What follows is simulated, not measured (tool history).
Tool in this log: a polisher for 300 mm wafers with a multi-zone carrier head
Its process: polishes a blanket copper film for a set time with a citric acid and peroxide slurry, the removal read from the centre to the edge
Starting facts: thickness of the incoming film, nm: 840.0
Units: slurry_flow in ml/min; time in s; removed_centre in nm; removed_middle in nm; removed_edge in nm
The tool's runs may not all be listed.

run    day  slurry_flow  centre_zone  middle_zone  edge_zone  slurry_solids  time  removed_centre  removed_middle  removed_edge
  1  0.000          265         1.00         1.00       1.00           1.00    67          210.23          202.21        209.18
  2  0.304          285         1.05         1.02       1.02           1.15    69          231.93          217.55        224.71
  3  0.654          285         1.05         1.11       1.02           1.15    69          231.73          233.12        222.13
  4  0.775          285         1.05         1.11       1.11           1.15    69          231.96          231.90        232.59
  5  0.971          240         1.05         1.11       1.11           1.15    69          226.83          232.71        229.25
  6  1.312          180         1.05         1.11       1.11           1.15    69          219.75          220.99        223.86

Forecast run 7:
  7  1.688          220         1.09         1.10       1.09           1.25    72               ?               ?             ?

{"run 7": {"removed_centre": 246.99, "removed_middle": 238.68, "removed_edge": 241.36}}
